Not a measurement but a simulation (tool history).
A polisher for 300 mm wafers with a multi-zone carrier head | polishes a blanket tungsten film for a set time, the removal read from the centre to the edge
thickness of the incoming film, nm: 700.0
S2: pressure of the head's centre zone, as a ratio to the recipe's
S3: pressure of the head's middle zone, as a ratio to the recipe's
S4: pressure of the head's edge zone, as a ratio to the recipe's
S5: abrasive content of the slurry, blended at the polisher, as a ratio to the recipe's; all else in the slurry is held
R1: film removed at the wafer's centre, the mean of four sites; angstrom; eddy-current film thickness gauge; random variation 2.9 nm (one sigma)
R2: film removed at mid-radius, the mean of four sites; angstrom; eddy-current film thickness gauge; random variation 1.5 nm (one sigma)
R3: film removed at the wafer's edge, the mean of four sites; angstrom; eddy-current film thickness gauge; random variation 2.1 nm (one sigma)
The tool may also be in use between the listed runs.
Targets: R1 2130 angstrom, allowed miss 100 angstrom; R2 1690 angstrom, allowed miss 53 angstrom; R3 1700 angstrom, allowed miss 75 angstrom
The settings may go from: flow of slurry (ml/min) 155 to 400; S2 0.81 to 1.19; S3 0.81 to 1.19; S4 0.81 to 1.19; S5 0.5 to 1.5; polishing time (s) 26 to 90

run 1 day=0 | flow_of_slurry_(ml/min)=255 S2=1 S3=1 S4=1 S5=1 polishing_time_(s)=58 | R1=2333.5 R2=2260.3 R3=2220.6
run 2 day=0.325 | flow_of_slurry_(ml/min)=255 S2=1 S3=1 S4=1.04 S5=1 polishing_time_(s)=58 | R1=2395.6 R2=2259.3 R3=2215.6
run 3 day=0.696 | flow_of_slurry_(ml/min)=255 S2=1 S3=0.93 S4=1.04 S5=1 polishing_time_(s)=58 | R1=2274 R2=2136.8 R3=2271
run 4 day=0.912 | flow_of_slurry_(ml/min)=195 S2=1 S3=0.93 S4=1.04 S5=1 polishing_time_(s)=58 | R1=2269.2 R2=2073.5 R3=2195.4
run 5 day=1.117 | flow_of_slurry_(ml/min)=195 S2=1 S3=0.93 S4=1.04 S5=1.2 polishing_time_(s)=58 | R1=2285.3 R2=2136.5 R3=2240.8
run 6 day=1.212 | flow_of_slurry_(ml/min)=190 S2=1.03 S3=0.94 S4=1.02 S5=1.1 polishing_time_(s)=56 | R1=2252.5 R2=2000.8 R3=2117.6
run 7 day=1.246 | flow_of_slurry_(ml/min)=185 S2=1.05 S3=0.96 S4=1 S5=1 polishing_time_(s)=55 | R1=2210.4 R2=1993 R3=2067.7
run 8 day=1.483 | flow_of_slurry_(ml/min)=185 S2=1.08 S3=0.98 S4=1.02 S5=0.95 polishing_time_(s)=52 | R1=2127 R2=1889.4 R3=1942.9
run 9 day=1.812 | flow_of_slurry_(ml/min)=185 S2=1.1 S3=0.98 S4=0.99 S5=0.95 polishing_time_(s)=51 | R1=2129.3 R2=1848.9 R3=1815.9
run 10 day=1.921 | flow_of_slurry_(ml/min)=185 S2=1.11 S3=0.97 S4=0.98 S5=0.95 polishing_time_(s)=51 | R1=2142 R2=1834 R3=1886.9

Which of these 4 next moves meets every target?
run A day=2.029 | flow_of_slurry_(ml/min)=205 S2=1.19 S3=0.99 S4=0.97 S5=1.05 polishing_time_(s)=45 | R1=? R2=? R3=?
run B day=2.029 | flow_of_slurry_(ml/min)=210 S2=1.18 S3=1.13 S4=0.99 S5=1.1 polishing_time_(s)=46 | R1=? R2=? R3=?
run C day=2.029 | flow_of_slurry_(ml/min)=180 S2=1.13 S3=0.85 S4=1.02 S5=0.9 polishing_time_(s)=50 | R1=? R2=? R3=?
run D day=2.029 | flow_of_slurry_(ml/min)=195 S2=0.99 S3=0.96 S4=0.97 S5=0.9 polishing_time_(s)=59 | R1=? R2=? R3=?

move=A R1=2054.4 R2=1720.5 R3=1692.1
move=B R1=2111.2 R2=1941.6 R3=1763.8
move=C R1=2051.9 R2=1653.2 R3=1842
move=D R1=2155.3 R2=2135.2 R3=2144.4
A: meets every target
B: further off than the last run
C: brings the result that was furthest off to its target, and leaves another outside
D: further off than the last run
Answer: A
